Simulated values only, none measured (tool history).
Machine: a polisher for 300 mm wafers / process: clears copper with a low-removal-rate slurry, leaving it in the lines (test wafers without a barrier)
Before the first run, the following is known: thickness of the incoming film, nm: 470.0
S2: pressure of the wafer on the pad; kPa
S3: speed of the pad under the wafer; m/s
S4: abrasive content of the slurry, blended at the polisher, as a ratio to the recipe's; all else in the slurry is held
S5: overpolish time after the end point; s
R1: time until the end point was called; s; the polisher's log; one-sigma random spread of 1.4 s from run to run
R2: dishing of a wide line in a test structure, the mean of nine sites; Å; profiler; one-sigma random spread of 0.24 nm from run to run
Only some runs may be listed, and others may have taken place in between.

run 1 hour=0.0 | flow_of_slurry_(ml/min)=235 S2=26.2 S3=1.42 S4=1.00 S5=11 | R1=97.671 R2=409.27
run 2 hour=3.4 | flow_of_slurry_(ml/min)=235 S2=24.8 S3=1.44 S4=1.00 S5=10 | R1=103.370 R2=348.19
run 3 hour=6.1 | flow_of_slurry_(ml/min)=235 S2=24.8 S3=1.44 S4=1.15 S5=10 | R1=98.015 R2=367.86
run 4 hour=14.5 | flow_of_slurry_(ml/min)=230 S2=22.8 S3=1.50 S4=1.15 S5=9 | R1=102.810 R2=320.07
run 5 hour=20.0 | flow_of_slurry_(ml/min)=230 S2=22.8 S3=1.82 S4=1.15 S5=9 | R1=85.747 R2=384.61
run 6 hour=25.6 | flow_of_slurry_(ml/min)=230 S2=22.8 S3=1.58 S4=1.15 S5=9 | R1=96.641 R2=334.75
run 7 hour=29.3 | flow_of_slurry_(ml/min)=215 S2=21.4 S3=1.62 S4=1.20 S5=8 | R1=102.670 R2=305.87
run 8 hour=32.6 | flow_of_slurry_(ml/min)=235 S2=20.0 S3=1.62 S4=1.25 S5=7 | R1=105.730 R2=247.13

What will run 9 give?
run 9 hour=38.8 | flow_of_slurry_(ml/min)=250 S2=19.3 S3=1.62 S4=1.25 S5=7 | R1=? R2=?

Run 9 yielded R1 111.160 s, R2 245.36 Å.
